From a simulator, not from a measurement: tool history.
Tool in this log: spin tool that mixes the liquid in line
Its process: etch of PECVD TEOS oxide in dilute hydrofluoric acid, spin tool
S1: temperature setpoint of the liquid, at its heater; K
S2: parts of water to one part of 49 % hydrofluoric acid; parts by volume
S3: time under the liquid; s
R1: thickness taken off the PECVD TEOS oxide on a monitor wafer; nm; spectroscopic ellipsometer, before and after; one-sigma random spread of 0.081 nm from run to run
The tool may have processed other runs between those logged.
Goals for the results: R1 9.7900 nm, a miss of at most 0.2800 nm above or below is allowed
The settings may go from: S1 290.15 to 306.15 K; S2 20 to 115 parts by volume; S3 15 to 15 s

{"run": 1, "day": 0.0, "S1": 298.15, "S2": 65, "S3": 15, "R1": 5.4198}
{"run": 2, "day": 0.225, "S1": 298.15, "S2": 50, "S3": 15, "R1": 7.24}
{"run": 3, "day": 0.362, "S1": 296.15, "S2": 50, "S3": 15, "R1": 6.7708}
{"run": 4, "day": 0.533, "S1": 297.65, "S2": 50, "S3": 15, "R1": 7.0319}
{"run": 5, "day": 0.7, "S1": 297.65, "S2": 60, "S3": 15, "R1": 5.8245}
{"run": 6, "day": 1.017, "S1": 300.65, "S2": 60, "S3": 15, "R1": 6.5439}
{"run": 7, "day": 1.208, "S1": 301.65, "S2": 60, "S3": 15, "R1": 6.89}
{"run": 8, "day": 1.367, "S1": 302.65, "S2": 60, "S3": 15, "R1": 6.9908}
{"run": 9, "day": 1.571, "S1": 303.15, "S2": 60, "S3": 15, "R1": 7.2104}
{"run": 10, "day": 1.679, "S1": 306.15, "S2": 45, "S3": 15, "R1": 11.262}
{"run": 11, "day": 1.838, "S1": 305.65, "S2": 45, "S3": 15, "R1": 10.826}
{"run": 12, "day": 2.188, "S1": 305.15, "S2": 45, "S3": 15, "R1": 10.698}

Which of these 4 next moves meets every target?
{"run": "A", "day": 2.538, "S1": 306.15, "S2": 50, "S3": 15, "R1": "?"}
{"run": "B", "day": 2.538, "S1": 306.15, "S2": 55, "S3": 15, "R1": "?"}
{"run": "C", "day": 2.538, "S1": 300.65, "S2": 45, "S3": 15, "R1": "?"}
{"run": "D", "day": 2.538, "S1": 305.15, "S2": 40, "S3": 15, "R1": "?"}

move=A R1=9.8513
move=B R1=8.8823
move=C R1=8.8891
move=D R1=12.0440
A: each result inside its tolerance
B: pushes the last run's worst result past its target
C: pushes the last run's worst result past its target
D: moves away from the targets compared with the last run
Answer: A
